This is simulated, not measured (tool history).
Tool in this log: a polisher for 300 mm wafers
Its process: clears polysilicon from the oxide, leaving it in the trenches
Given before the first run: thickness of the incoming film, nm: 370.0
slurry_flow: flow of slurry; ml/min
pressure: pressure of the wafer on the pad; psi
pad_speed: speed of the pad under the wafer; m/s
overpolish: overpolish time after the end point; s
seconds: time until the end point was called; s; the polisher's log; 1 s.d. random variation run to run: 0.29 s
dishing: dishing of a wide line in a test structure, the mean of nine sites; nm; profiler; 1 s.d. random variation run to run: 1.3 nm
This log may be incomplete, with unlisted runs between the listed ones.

Run 1, hour 0: slurry_flow 200 ml/min, pressure 2.4 psi, pad_speed 0.92 m/s, overpolish 12 s. Result: seconds 30.094 s, dishing 78.134 nm.
Run 2, hour 6.6: slurry_flow 200 ml/min, pressure 2.1 psi, pad_speed 0.92 m/s, overpolish 12 s. Result: seconds 34.272 s, dishing 72.117 nm.
Run 3, hour 11.4: slurry_flow 235 ml/min, pressure 2.1 psi, pad_speed 1.08 m/s, overpolish 9 s. Result: seconds 28.85 s, dishing 69.397 nm.
Run 4, hour 20: slurry_flow 260 ml/min, pressure 2.2 psi, pad_speed 1.2 m/s, overpolish 7 s. Result: seconds 24.872 s, dishing 66.592 nm.
Run 5, hour 22.8: slurry_flow 260 ml/min, pressure 2.2 psi, pad_speed 1.2 m/s, overpolish 10 s. Result: seconds 25.755 s, dishing 76.414 nm.
Run 6, hour 28.2: slurry_flow 305 ml/min, pressure 2.2 psi, pad_speed 1.2 m/s, overpolish 10 s. Result: seconds 24.569 s, dishing 81.788 nm.
Run 7, hour 31: slurry_flow 265 ml/min, pressure 2.5 psi, pad_speed 1.26 m/s, overpolish 8 s. Result: seconds 20.627 s, dishing 74.407 nm.

Run 8, settings as shown, results not yet in. Your forecast:
Run 8, hour 37.4: slurry_flow 245 ml/min, pressure 2.6 psi, pad_speed 1.28 m/s, overpolish 7 s. Result: seconds ?, dishing ?.

{"run 8": {"seconds": 20.485, "dishing": 73.903}}
